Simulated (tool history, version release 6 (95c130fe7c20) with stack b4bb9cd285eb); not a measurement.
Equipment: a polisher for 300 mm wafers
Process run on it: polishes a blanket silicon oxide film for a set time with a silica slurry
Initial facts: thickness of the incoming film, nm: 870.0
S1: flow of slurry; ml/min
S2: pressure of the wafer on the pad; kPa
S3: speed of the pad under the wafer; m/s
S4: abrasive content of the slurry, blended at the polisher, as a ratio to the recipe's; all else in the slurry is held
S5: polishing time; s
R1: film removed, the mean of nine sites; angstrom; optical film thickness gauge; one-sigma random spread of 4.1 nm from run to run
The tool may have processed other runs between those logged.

run,hour,S1,S2,S3,S4,S5,R1
1,0.0,255,36.5,1.56,1.00,79,4264.1
2,0.9,255,36.5,1.56,1.00,83,4412.3
3,1.8,255,36.5,1.56,1.15,83,4587.1
4,4.5,255,34.5,1.56,1.15,83,4461.3
5,13.2,255,34.5,1.56,1.25,83,4554.4
6,21.5,255,34.5,1.56,1.25,79,4341.0
7,27.7,255,32.4,1.56,1.25,79,4172.6
8,33.7,255,30.3,1.54,1.25,79,3906.0
9,38.6,255,29.0,1.54,1.25,79,3755.0
10,44.2,255,27.6,1.54,1.25,79,3673.4
11,51.1,255,26.2,1.54,1.25,79,3426.7
12,56.4,255,25.5,1.54,1.25,79,3464.9
13,64.8,255,24.8,1.54,1.25,79,3326.3

Estimate the outcome of run 14 from the log above:
14,69.9,255,24.1,1.54,1.25,79,?

{"run 14": {"R1": 3344.7}}
